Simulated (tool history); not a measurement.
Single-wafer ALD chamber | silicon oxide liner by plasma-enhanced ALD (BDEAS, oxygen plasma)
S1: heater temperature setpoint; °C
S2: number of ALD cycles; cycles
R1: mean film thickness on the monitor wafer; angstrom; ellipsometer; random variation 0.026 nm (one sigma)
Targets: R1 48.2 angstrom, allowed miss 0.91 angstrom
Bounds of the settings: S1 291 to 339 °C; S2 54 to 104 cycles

run,day,S1,S2,R1
1,0,315,79,62.537
2,0.342,315,76,60.457
3,0.4,315,74,58.58
4,0.525,315,72,57.428
5,0.617,322,72,56.356
6,0.917,323,71,55.523
7,1.112,324,70,54.127
8,1.304,325,69,54.245
9,1.446,325,56,43.304
10,1.525,325,57,44.457
11,1.817,325,58,44.856
12,2.017,323,65,51.395
13,2.229,323,64,50.003
14,2.446,323,63,49.289

Which of these 5 next moves meets every target?
A,2.662,315,58,?
B,2.662,328,60,?
C,2.662,326,62,?
D,2.662,316,58,?
E,2.662,332,60,?

move,R1
A,46.002
B,46.587
C,48.299
D,45.927
E,46.28
A: takes the result that was furthest off past its target
B: takes the result that was furthest off past its target
C: meets every target
D: takes the result that was furthest off past its target
E: takes the result that was furthest off past its target
Answer: C
